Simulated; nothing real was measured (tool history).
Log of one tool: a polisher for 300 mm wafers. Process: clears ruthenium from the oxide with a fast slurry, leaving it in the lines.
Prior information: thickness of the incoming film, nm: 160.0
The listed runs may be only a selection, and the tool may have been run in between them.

run	hour	flow of slurry (ml/min)	pressure of the wafer on the pad (kPa)	speed of the pad under the wafer (cm/s)	abrasive content of the slurry	overpolish time after the end point (s)	time until the end point was called (s)	dishing of a wide line in a test structure (Å)
1	0.0	230	24.1	118	1.0	16	31.061	566.08
2	7.7	230	24.1	118	1.1	16	29.243	582.81
3	13.3	230	24.1	134	1.1	16	26.305	658.13
4	19.2	230	25.5	134	1.1	18	25.300	752.22
5	27.0	235	26.2	134	1.1	19	24.543	780.00
6	29.6	235	26.9	134	1.1	20	24.204	854.25
7	38.3	235	27.6	134	1.1	21	23.111	903.49
8	44.5	235	27.6	134	1.1	22	23.532	918.31

Run 9, settings as shown, results not yet in. Your forecast:
# hour 45.8: slurry blender recalibrated
9	45.8	240	28.3	134	1.1	23	?	?

time until the end point was called (s): 19.179
dishing of a wide line in a test structure (Å): 1124.50

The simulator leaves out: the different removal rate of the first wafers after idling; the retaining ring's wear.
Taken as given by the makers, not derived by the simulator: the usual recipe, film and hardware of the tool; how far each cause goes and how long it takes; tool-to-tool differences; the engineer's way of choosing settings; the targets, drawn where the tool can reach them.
